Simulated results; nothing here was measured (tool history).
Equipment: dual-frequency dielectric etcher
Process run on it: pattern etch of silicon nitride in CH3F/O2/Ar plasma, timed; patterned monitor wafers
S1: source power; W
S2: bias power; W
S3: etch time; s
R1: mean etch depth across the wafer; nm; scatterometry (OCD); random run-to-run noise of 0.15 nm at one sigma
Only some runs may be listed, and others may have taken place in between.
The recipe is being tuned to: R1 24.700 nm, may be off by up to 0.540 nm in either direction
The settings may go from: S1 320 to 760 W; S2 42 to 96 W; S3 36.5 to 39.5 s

| run | hour | S1 | S2 | S3 | R1 |
|---|---|---|---|---|---|
| 1 | 0.0 | 540 | 69 | 39.5 | 31.832 |
| 2 | 8.3 | 500 | 65 | 39.0 | 29.878 |
| 3 | 9.4 | 600 | 65 | 39.0 | 32.202 |
| 4 | 14.1 | 600 | 60 | 39.0 | 31.067 |
| 5 | 18.6 | 550 | 58 | 39.0 | 29.574 |
| 6 | 21.7 | 510 | 57 | 39.0 | 29.210 |
| 7 | 30.7 | 480 | 54 | 38.5 | 27.425 |
| 8 | 36.2 | 450 | 53 | 38.5 | 26.402 |
| 9 | 42.5 | 430 | 53 | 38.5 | 26.234 |
| 10 | 45.0 | 420 | 53 | 38.5 | 26.002 |
| 11 | 49.3 | 410 | 53 | 38.5 | 25.620 |

Of the 4 settings listed for the next run, only one would bring every result within its allowed miss of target. Which one?
| A | 53.6 | 470 | 58 | 37.5 | ? |
| B | 53.6 | 420 | 57 | 38.5 | ? |
| C | 53.6 | 460 | 62 | 36.5 | ? |
| D | 53.6 | 460 | 48 | 36.5 | ? |

| move | R1 |
|---|---|
| A | 26.891 |
| B | 26.288 |
| C | 26.523 |
| D | 24.469 |
A: its largest miss is bigger than the last run's
B: its largest miss is bigger than the last run's
C: its largest miss is bigger than the last run's
D: hits every target within its allowed miss
Go with D: it meets all targets.
